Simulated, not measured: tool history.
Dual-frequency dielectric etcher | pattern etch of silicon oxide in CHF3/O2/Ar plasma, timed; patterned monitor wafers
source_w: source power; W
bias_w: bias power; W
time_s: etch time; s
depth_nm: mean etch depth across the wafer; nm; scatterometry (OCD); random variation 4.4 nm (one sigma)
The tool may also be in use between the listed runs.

run  hour  source_w  bias_w  time_s  depth_nm
  1   0.0       620     183   376.5    746.00
  2   7.2       620     157   376.5    675.78
  3   9.4       680     164   376.5    726.78
  4  16.1       680     164   345.5    665.02
  5  24.3       680     164   345.5    660.33
  6  32.7       680     188   345.5    706.84
  7  33.2       710     200   348.0    752.34
  8  35.6       740     205   349.0    774.84

Run 9 comes next. What will it give?
  9  39.3       760     208   349.5         ?

{"run 9": {"depth_nm": 790.94}}
